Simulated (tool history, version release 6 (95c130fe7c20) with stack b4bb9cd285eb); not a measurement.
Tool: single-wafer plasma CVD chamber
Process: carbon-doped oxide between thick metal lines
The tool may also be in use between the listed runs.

run	hour	heater temperature setpoint (deg C)	chamber pressure (Pa)	RF power (W)	deposition time (s)	mean film thickness on the monitor wafer (Å)
1	0	375	809	605	206	10711
2	2	375	821	625	206	10859
3	5.7	375	821	625	213	11267
4	8.2	375	821	625	206	10873
5	12.6	381	821	625	206	10785
6	18	381	825	645	207	11023
7	19.4	381	832	660	207	11198

Estimate the outcome of run 8 from the log above:
8	27.3	381	837	675	207	?

{"run 8": {"mean film thickness on the monitor wafer (Å)": 11370}}
